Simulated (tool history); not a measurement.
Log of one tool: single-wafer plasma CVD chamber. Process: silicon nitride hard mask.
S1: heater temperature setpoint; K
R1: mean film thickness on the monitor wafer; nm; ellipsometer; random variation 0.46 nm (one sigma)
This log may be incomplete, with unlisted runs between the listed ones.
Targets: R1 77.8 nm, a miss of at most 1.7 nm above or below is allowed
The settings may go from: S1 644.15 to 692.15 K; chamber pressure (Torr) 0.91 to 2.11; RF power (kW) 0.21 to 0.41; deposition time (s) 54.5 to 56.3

{"run": 1, "day": 0.0, "S1": 668.15, "chamber pressure (Torr)": 1.51, "RF power (kW)": 0.31, "deposition time (s)": 54.5, "R1": 68.361}
{"run": 2, "day": 0.083, "S1": 668.15, "chamber pressure (Torr)": 1.64, "RF power (kW)": 0.315, "deposition time (s)": 54.5, "R1": 70.139}
{"run": 3, "day": 0.404, "S1": 668.15, "chamber pressure (Torr)": 1.84, "RF power (kW)": 0.315, "deposition time (s)": 54.5, "R1": 72.542}
{"run": 4, "day": 0.579, "S1": 668.15, "chamber pressure (Torr)": 1.94, "RF power (kW)": 0.315, "deposition time (s)": 54.5, "R1": 73.241}
{"run": 5, "day": 0.888, "S1": 672.15, "chamber pressure (Torr)": 1.94, "RF power (kW)": 0.315, "deposition time (s)": 54.5, "R1": 72.437}
{"run": 6, "day": 1.254, "S1": 672.15, "chamber pressure (Torr)": 1.94, "RF power (kW)": 0.315, "deposition time (s)": 54.5, "R1": 73.469}
{"run": 7, "day": 1.529, "S1": 672.15, "chamber pressure (Torr)": 1.97, "RF power (kW)": 0.32, "deposition time (s)": 54.6, "R1": 73.879}
{"run": 8, "day": 1.896, "S1": 672.15, "chamber pressure (Torr)": 2.01, "RF power (kW)": 0.325, "deposition time (s)": 54.6, "R1": 75.011}
{"run": 9, "day": 2.188, "S1": 672.15, "chamber pressure (Torr)": 2.04, "RF power (kW)": 0.33, "deposition time (s)": 54.6, "R1": 74.953}

Which of these 4 next moves meets every target?
{"run": "A", "day": 2.479, "S1": 670.15, "chamber pressure (Torr)": 2.06, "RF power (kW)": 0.3, "deposition time (s)": 54.5, "R1": "?"}
{"run": "B", "day": 2.479, "S1": 692.15, "chamber pressure (Torr)": 1.83, "RF power (kW)": 0.315, "deposition time (s)": 56, "R1": "?"}
{"run": "C", "day": 2.479, "S1": 681.15, "chamber pressure (Torr)": 2.1, "RF power (kW)": 0.31, "deposition time (s)": 54.9, "R1": "?"}
{"run": "D", "day": 2.479, "S1": 664.15, "chamber pressure (Torr)": 1.94, "RF power (kW)": 0.33, "deposition time (s)": 56.1, "R1": "?"}

move=A R1=72.856
move=B R1=73.845
move=C R1=74.567
move=D R1=77.932
A: lands further from the targets than the last run did
B: lands further from the targets than the last run did
C: lands further from the targets than the last run did
D: meets every target
Move D is the one to make.
